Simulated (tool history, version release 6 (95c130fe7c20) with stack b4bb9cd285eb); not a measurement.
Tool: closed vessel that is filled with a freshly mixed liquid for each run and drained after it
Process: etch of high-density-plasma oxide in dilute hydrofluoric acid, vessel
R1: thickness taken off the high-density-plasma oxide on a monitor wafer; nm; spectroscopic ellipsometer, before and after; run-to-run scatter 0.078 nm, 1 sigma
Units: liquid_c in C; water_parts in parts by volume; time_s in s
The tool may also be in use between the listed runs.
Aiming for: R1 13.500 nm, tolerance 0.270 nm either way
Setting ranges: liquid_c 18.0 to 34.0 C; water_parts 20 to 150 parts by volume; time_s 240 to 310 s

run 1 hour=0.0 | liquid_c=26.0 water_parts=85 time_s=310 | R1=25.559
run 2 hour=1.3 | liquid_c=26.0 water_parts=60 time_s=310 | R1=37.695
run 3 hour=2.9 | liquid_c=24.0 water_parts=70 time_s=310 | R1=29.451
run 4 hour=3.6 | liquid_c=24.0 water_parts=85 time_s=310 | R1=23.590
run 5 hour=12.0 | liquid_c=22.5 water_parts=90 time_s=310 | R1=21.009
run 6 hour=19.9 | liquid_c=25.0 water_parts=90 time_s=310 | R1=23.244
run 7 hour=27.1 | liquid_c=21.0 water_parts=115 time_s=310 | R1=15.054
run 8 hour=31.6 | liquid_c=21.0 water_parts=115 time_s=310 | R1=14.864
run 9 hour=33.0 | liquid_c=20.5 water_parts=115 time_s=310 | R1=14.774

Pick the move, out of 4, that brings all results within their allowed miss; only one does.
run A hour=34.4 | liquid_c=23.5 water_parts=110 time_s=240 | R1=?
run B hour=34.4 | liquid_c=21.5 water_parts=110 time_s=295 | R1=?
run C hour=34.4 | liquid_c=18.0 water_parts=110 time_s=280 | R1=?
run D hour=34.4 | liquid_c=22.0 water_parts=120 time_s=295 | R1=?

move=A R1=13.387
move=B R1=15.194
move=C R1=12.497
move=D R1=14.048
A: each result inside its tolerance
B: lands further from the targets than the last run did
C: carries the result that was furthest off beyond its target, to the other side
D: nearer than the last run, and not there yet
Answer: A
